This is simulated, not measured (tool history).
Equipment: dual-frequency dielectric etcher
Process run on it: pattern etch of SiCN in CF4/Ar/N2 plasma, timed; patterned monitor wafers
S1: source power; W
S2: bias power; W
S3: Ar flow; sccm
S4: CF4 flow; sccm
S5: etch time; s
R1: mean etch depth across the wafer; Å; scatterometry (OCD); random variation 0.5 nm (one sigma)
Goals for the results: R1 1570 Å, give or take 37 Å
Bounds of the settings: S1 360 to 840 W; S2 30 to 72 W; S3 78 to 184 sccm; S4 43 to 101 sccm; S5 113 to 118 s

{"run": 1, "hour": 0.0, "S1": 600, "S2": 51, "S3": 131, "S4": 72, "S5": 113, "R1": 1147.8}
{"run": 2, "hour": 5.5, "S1": 640, "S2": 51, "S3": 131, "S4": 72, "S5": 113, "R1": 1178.1}
{"run": 3, "hour": 7.3, "S1": 640, "S2": 51, "S3": 131, "S4": 72, "S5": 113, "R1": 1182.2}
{"run": 4, "hour": 10.7, "S1": 670, "S2": 53, "S3": 129, "S4": 73, "S5": 113, "R1": 1253.1}
{"run": 5, "hour": 16.7, "S1": 700, "S2": 54, "S3": 128, "S4": 73, "S5": 113, "R1": 1295.1}
{"run": 6, "hour": 18.0, "S1": 720, "S2": 55, "S3": 127, "S4": 73, "S5": 113, "R1": 1333.3}
{"run": 7, "hour": 26.0, "S1": 740, "S2": 56, "S3": 126, "S4": 73, "S5": 113, "R1": 1372}
{"run": 8, "hour": 32.9, "S1": 760, "S2": 57, "S3": 125, "S4": 73, "S5": 113, "R1": 1406.6}
{"run": 9, "hour": 38.6, "S1": 770, "S2": 58, "S3": 124, "S4": 73, "S5": 113, "R1": 1439.6}
{"run": 10, "hour": 47.6, "S1": 770, "S2": 58, "S3": 124, "S4": 73, "S5": 113, "R1": 1436.9}
{"run": 11, "hour": 53.0, "S1": 780, "S2": 58, "S3": 124, "S4": 73, "S5": 113, "R1": 1439.9}
{"run": 12, "hour": 53.8, "S1": 790, "S2": 59, "S3": 123, "S4": 73, "S5": 113, "R1": 1469.2}
{"run": 13, "hour": 61.7, "S1": 800, "S2": 59, "S3": 122, "S4": 73, "S5": 113, "R1": 1495.1}
{"run": 14, "hour": 65.8, "S1": 810, "S2": 59, "S3": 122, "S4": 73, "S5": 113, "R1": 1491.2}
{"run": 15, "hour": 66.9, "S1": 810, "S2": 60, "S3": 121, "S4": 73, "S5": 113, "R1": 1502}
{"run": 16, "hour": 74.3, "S1": 810, "S2": 60, "S3": 121, "S4": 73, "S5": 113, "R1": 1514.4}
{"run": 17, "hour": 82.3, "S1": 820, "S2": 60, "S3": 121, "S4": 73, "S5": 113, "R1": 1529.8}

Below are 5 possible settings for the next run. Only one of them brings all results inside the allowed miss of their targets. Which is it?
{"run": "A", "hour": 90.3, "S1": 830, "S2": 58, "S3": 127, "S4": 60, "S5": 116, "R1": "?"}
{"run": "B", "hour": 90.3, "S1": 800, "S2": 68, "S3": 144, "S4": 73, "S5": 117.5, "R1": "?"}
{"run": "C", "hour": 90.3, "S1": 770, "S2": 59, "S3": 127, "S4": 86, "S5": 114.5, "R1": "?"}
{"run": "D", "hour": 90.3, "S1": 740, "S2": 59, "S3": 122, "S4": 80, "S5": 116, "R1": "?"}
{"run": "E", "hour": 90.3, "S1": 810, "S2": 61, "S3": 138, "S4": 69, "S5": 113, "R1": "?"}

move=A R1=1472
move=B R1=1583.6
move=C R1=1497.8
move=D R1=1480.2
move=E R1=1454.3
A: lands further from the targets than the last run did
B: all results land within tolerance of their targets
C: lands further from the targets than the last run did
D: lands further from the targets than the last run did
E: lands further from the targets than the last run did
The right move is B.
